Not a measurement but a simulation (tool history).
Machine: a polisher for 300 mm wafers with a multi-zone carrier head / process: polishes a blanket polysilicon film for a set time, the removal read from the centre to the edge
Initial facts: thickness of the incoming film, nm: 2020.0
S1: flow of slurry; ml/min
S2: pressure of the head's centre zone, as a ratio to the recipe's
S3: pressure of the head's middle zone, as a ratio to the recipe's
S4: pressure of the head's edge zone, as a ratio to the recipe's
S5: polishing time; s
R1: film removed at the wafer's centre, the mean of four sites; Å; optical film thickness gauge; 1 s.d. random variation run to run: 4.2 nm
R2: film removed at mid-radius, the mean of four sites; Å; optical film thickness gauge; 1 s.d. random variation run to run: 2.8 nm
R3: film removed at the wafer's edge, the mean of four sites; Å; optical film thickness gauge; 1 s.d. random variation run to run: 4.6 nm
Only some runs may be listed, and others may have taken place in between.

{"run": 1, "hour": 0.0, "S1": 190, "S2": 1, "S3": 1, "S4": 1, "S5": 37, "R1": 3194.2, "R2": 3156.3, "R3": 3287.8}
{"run": 2, "hour": 3.6, "S1": 190, "S2": 0.96, "S3": 1, "S4": 1, "S5": 37, "R1": 3115.6, "R2": 3161.5, "R3": 3269.1}
{"run": 3, "hour": 8.3, "S1": 190, "S2": 0.96, "S3": 0.97, "S4": 1, "S5": 37, "R1": 3107, "R2": 3088, "R3": 3286.4}
{"run": 4, "hour": 14.1, "S1": 200, "S2": 0.99, "S3": 0.97, "S4": 1.03, "S5": 38, "R1": 3328.5, "R2": 3209.6, "R3": 3417.5}
{"run": 5, "hour": 18.7, "S1": 195, "S2": 1, "S3": 0.96, "S4": 1.05, "S5": 40, "R1": 3524.8, "R2": 3327.6, "R3": 3654.5}
{"run": 6, "hour": 20.9, "S1": 195, "S2": 1, "S3": 0.96, "S4": 1.12, "S5": 40, "R1": 3555.3, "R2": 3370.1, "R3": 3794.1}

The next listed run, before its measurement:
{"run": 7, "hour": 22.7, "S1": 200, "S2": 1.01, "S3": 0.96, "S4": 1.13, "S5": 41, "R1": "?", "R2": "?", "R3": "?"}

R1: 3599.3 Å
R2: 3447.3 Å
R3: 3921.8 Å
